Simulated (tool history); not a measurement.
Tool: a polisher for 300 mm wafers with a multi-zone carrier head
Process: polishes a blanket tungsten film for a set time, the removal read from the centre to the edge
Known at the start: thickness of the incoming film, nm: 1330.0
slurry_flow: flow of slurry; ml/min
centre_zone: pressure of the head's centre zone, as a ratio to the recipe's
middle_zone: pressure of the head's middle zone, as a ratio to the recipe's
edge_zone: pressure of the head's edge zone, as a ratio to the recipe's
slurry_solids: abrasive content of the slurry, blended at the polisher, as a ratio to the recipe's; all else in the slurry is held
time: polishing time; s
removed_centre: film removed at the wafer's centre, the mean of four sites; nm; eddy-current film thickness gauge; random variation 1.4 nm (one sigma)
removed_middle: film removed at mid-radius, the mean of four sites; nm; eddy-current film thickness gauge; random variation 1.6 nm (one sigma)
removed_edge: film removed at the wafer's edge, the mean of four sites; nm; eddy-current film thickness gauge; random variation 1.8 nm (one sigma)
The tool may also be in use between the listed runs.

{"run": 1, "hour": 0.0, "slurry_flow": 280, "centre_zone": 1.0, "middle_zone": 1.0, "edge_zone": 1.0, "slurry_solids": 1.0, "time": 43, "removed_centre": 220.38, "removed_middle": 215.14, "removed_edge": 218.66}
{"run": 2, "hour": 1.4, "slurry_flow": 305, "centre_zone": 1.0, "middle_zone": 1.0, "edge_zone": 1.0, "slurry_solids": 1.0, "time": 43, "removed_centre": 227.67, "removed_middle": 219.09, "removed_edge": 227.51}
{"run": 3, "hour": 10.3, "slurry_flow": 305, "centre_zone": 1.0, "middle_zone": 1.0, "edge_zone": 0.94, "slurry_solids": 1.0, "time": 43, "removed_centre": 221.78, "removed_middle": 219.07, "removed_edge": 212.68}
{"run": 4, "hour": 14.1, "slurry_flow": 295, "centre_zone": 0.98, "middle_zone": 0.99, "edge_zone": 0.93, "slurry_solids": 0.95, "time": 42, "removed_centre": 213.0, "removed_middle": 203.93, "removed_edge": 201.18}
{"run": 5, "hour": 21.1, "slurry_flow": 290, "centre_zone": 0.96, "middle_zone": 1.0, "edge_zone": 0.94, "slurry_solids": 0.9, "time": 40, "removed_centre": 193.82, "removed_middle": 198.9, "removed_edge": 190.28}
{"run": 6, "hour": 21.7, "slurry_flow": 290, "centre_zone": 1.02, "middle_zone": 1.0, "edge_zone": 0.94, "slurry_solids": 0.9, "time": 40, "removed_centre": 208.63, "removed_middle": 195.1, "removed_edge": 199.24}
{"run": 7, "hour": 26.1, "slurry_flow": 285, "centre_zone": 1.0, "middle_zone": 1.0, "edge_zone": 0.95, "slurry_solids": 0.85, "time": 39, "removed_centre": 191.36, "removed_middle": 189.51, "removed_edge": 188.76}
{"run": 8, "hour": 33.9, "slurry_flow": 280, "centre_zone": 0.98, "middle_zone": 0.99, "edge_zone": 0.95, "slurry_solids": 0.8, "time": 38, "removed_centre": 183.66, "removed_middle": 182.71, "removed_edge": 178.32}
{"run": 9, "hour": 41.7, "slurry_flow": 275, "centre_zone": 0.96, "middle_zone": 0.98, "edge_zone": 0.97, "slurry_solids": 0.75, "time": 37, "removed_centre": 173.9, "removed_middle": 173.03, "removed_edge": 176.19}
{"run": 10, "hour": 42.6, "slurry_flow": 270, "centre_zone": 0.94, "middle_zone": 0.98, "edge_zone": 0.97, "slurry_solids": 0.7, "time": 36, "removed_centre": 161.24, "removed_middle": 168.5, "removed_edge": 171.0}
{"run": 11, "hour": 49.8, "slurry_flow": 265, "centre_zone": 0.93, "middle_zone": 0.97, "edge_zone": 0.96, "slurry_solids": 0.7, "time": 35, "removed_centre": 158.47, "removed_middle": 160.68, "removed_edge": 163.5}

The next listed run, before its measurement:
{"run": 12, "hour": 50.8, "slurry_flow": 265, "centre_zone": 0.92, "middle_zone": 0.97, "edge_zone": 0.96, "slurry_solids": 0.7, "time": 34, "removed_centre": "?", "removed_middle": "?", "removed_edge": "?"}

Run 12 gave removed_centre 148.40 nm, removed_middle 155.56 nm, removed_edge 159.51 nm.
